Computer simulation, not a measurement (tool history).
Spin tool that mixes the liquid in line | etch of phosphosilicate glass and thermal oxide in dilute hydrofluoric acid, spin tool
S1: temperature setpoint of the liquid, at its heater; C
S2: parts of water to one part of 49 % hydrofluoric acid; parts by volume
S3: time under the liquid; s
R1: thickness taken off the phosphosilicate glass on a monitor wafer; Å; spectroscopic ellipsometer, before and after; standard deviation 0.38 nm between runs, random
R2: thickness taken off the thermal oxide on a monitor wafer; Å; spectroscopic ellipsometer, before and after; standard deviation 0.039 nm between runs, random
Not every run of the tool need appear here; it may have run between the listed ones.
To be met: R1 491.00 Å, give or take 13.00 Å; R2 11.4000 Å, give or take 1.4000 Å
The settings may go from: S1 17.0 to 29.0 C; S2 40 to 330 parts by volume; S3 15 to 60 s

run  hour    S1   S2  S3      R1       R2
  1   0.0  21.0  185  30  278.36   6.5963
  2   6.9  21.0  185  25  231.39   5.4691
  3  15.1  22.0  175  25  255.83   5.8554
  4  22.2  24.5  175  25  283.85   6.6688
  5  22.7  24.5  175  15  168.97   4.2884
  6  29.0  24.5  175  15  170.00   4.0058
  7  30.3  25.0  155  15  201.78   4.6801
  8  33.5  25.5  140  15  227.48   5.5366
  9  35.0  25.5  140  15  229.83   5.1696
 10  35.8  25.5  140  15  229.89   5.2731
 11  44.2  26.0  130  15  255.14   5.7331
 12  45.8  26.5  120  15  284.09   6.4085
 13  48.1  27.0  115  15  302.52   7.4231
 14  53.6  26.0   45  15  813.79  19.3570
 15  59.9  26.5   50  15  757.55  17.6720
 16  60.7  27.0   55  15  696.81  15.5610
 17  66.9  27.0   60  15  628.84  14.7230
 18  74.6  28.0   70  15  558.89  13.0560
 19  77.9  28.0   75  15  511.23  11.9020
 20  80.0  28.5   75  15  523.85  11.8860
 21  83.8  27.5   80  15  466.35  10.9560
 22  84.8  27.0   80  15  458.84  10.9690
 23  88.7  26.5   80  15  444.41  10.6910
 24  90.9  27.0   80  15  459.30  10.6260
 25  93.8  28.5   75  15  519.66  12.4300

Exercise: of the 4 proposed moves below, exactly one satisfies all targets within the stated allowed misses. Which move is it?
  A  96.7  23.0   80  20   ?   ?
  B  96.7  29.0  105  20   ?   ?
  C  96.7  26.0   65  15   ?   ?
  D  96.7  29.0  110  20   ?   ?

move      R1       R2
   A  517.76  11.7230
   B  482.88  10.9330
   C  549.92  12.4510
   D  457.79  10.3650
A: moves toward the targets from the last run without getting all of them in spec
B: every result lands within tolerance
C: further off than the last run
D: takes the result that was furthest off past its target
B is the move that brings every result within its allowed miss.
